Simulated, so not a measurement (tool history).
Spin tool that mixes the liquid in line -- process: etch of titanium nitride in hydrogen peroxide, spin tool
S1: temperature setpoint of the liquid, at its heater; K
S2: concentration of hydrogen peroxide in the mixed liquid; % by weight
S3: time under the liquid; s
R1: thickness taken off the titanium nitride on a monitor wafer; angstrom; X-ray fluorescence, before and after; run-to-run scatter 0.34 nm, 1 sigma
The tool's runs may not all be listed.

run,hour,S1,S2,S3,R1
1,0.0,329.15,19.5,260,314.21
2,5.3,331.15,19.5,260,362.17
3,6.3,331.15,19.5,260,361.60
4,10.2,331.15,19.5,260,359.00
5,18.4,332.65,19.5,260,399.74
6,23.9,333.65,19.5,260,423.08
7,32.6,334.65,19.5,260,457.82

Run 8 has not been measured yet. What should we expect?
8,41.0,335.65,19.5,260,?

{"run 8": {"R1": 489.52}}
